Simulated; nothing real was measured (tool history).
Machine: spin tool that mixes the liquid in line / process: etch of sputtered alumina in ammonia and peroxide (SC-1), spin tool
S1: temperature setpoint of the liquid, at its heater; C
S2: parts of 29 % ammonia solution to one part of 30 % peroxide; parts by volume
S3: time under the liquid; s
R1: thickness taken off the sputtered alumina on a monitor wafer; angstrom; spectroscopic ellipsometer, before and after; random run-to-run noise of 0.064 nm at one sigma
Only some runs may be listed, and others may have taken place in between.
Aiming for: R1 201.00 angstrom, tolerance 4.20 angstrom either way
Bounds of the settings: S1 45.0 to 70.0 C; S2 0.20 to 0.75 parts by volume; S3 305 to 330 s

run 1 hour=0.0 | S1=61.0 S2=0.45 S3=305 | R1=290.66
run 2 hour=5.6 | S1=61.0 S2=0.45 S3=330 | R1=312.99
run 3 hour=10.2 | S1=58.0 S2=0.45 S3=330 | R1=270.11
run 4 hour=11.1 | S1=58.0 S2=0.55 S3=330 | R1=275.13
run 5 hour=11.8 | S1=56.0 S2=0.55 S3=330 | R1=246.49
-- hour=14.2 heated supply line repaired
run 6 hour=14.2 | S1=55.0 S2=0.55 S3=330 | R1=285.56
run 7 hour=21.1 | S1=51.5 S2=0.45 S3=320 | R1=226.41
run 8 hour=25.2 | S1=51.5 S2=0.45 S3=320 | R1=225.66
run 9 hour=33.1 | S1=50.0 S2=0.45 S3=320 | R1=206.32

5 candidate next runs follow, results not yet known. Just one meets every target within its allowed miss. Identify it.
run A hour=41.0 | S1=50.0 S2=0.45 S3=325 | R1=?
run B hour=41.0 | S1=48.0 S2=0.65 S3=320 | R1=?
run C hour=41.0 | S1=47.5 S2=0.60 S3=330 | R1=?
run D hour=41.0 | S1=49.5 S2=0.45 S3=305 | R1=?
run E hour=41.0 | S1=49.5 S2=0.45 S3=320 | R1=?

move=A R1=211.24
move=B R1=192.80
move=C R1=191.88
move=D R1=192.85
move=E R1=202.33
A: lands further from the targets than the last run did
B: the result that was furthest off in the last run now lies on the other side of its target
C: the result that was furthest off in the last run now lies on the other side of its target
D: the result that was furthest off in the last run now lies on the other side of its target
E: every result lands within tolerance
E meets every target.
